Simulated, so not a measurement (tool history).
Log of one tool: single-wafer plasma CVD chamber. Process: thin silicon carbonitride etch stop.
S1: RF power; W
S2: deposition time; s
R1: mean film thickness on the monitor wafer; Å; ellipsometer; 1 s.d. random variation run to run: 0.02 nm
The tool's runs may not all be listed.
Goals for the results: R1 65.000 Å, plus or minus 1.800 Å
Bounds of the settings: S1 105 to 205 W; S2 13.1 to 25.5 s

{"run": 1, "hour": 0.0, "S1": 155, "S2": 19.3, "R1": 95.081}
{"run": 2, "hour": 8.2, "S1": 145, "S2": 17.4, "R1": 83.028}
{"run": 3, "hour": 10.9, "S1": 165, "S2": 17.4, "R1": 87.979}
{"run": 4, "hour": 14.9, "S1": 165, "S2": 20.0, "R1": 101.34}
{"run": 5, "hour": 16.5, "S1": 150, "S2": 18.2, "R1": 88.267}
{"run": 6, "hour": 23.2, "S1": 130, "S2": 18.2, "R1": 82.769}
{"run": 7, "hour": 30.7, "S1": 125, "S2": 17.2, "R1": 76.524}
{"run": 8, "hour": 39.2, "S1": 120, "S2": 16.6, "R1": 72.078}
{"run": 9, "hour": 41.0, "S1": 115, "S2": 16.3, "R1": 69.622}
{"run": 10, "hour": 48.6, "S1": 105, "S2": 15.2, "R1": 61.543}

Next run, 5 choices. One meets every target within its allowed miss, the rest don't. Which?
{"run": "A", "hour": 56.2, "S1": 110, "S2": 14.8, "R1": "?"}
{"run": "B", "hour": 56.2, "S1": 110, "S2": 14.9, "R1": "?"}
{"run": "C", "hour": 56.2, "S1": 115, "S2": 15.3, "R1": "?"}
{"run": "D", "hour": 56.2, "S1": 105, "S2": 14.9, "R1": "?"}
{"run": "E", "hour": 56.2, "S1": 115, "S2": 13.1, "R1": "?"}

move=A R1=61.603
move=B R1=62.019
move=C R1=65.216
move=D R1=60.438
move=E R1=55.839
A: neither nearer nor further off than the last run
B: closer than the last run, but not yet in spec
C: in spec on every target
D: further off than the last run
E: further off than the last run
C is the move that brings every result within its allowed miss.

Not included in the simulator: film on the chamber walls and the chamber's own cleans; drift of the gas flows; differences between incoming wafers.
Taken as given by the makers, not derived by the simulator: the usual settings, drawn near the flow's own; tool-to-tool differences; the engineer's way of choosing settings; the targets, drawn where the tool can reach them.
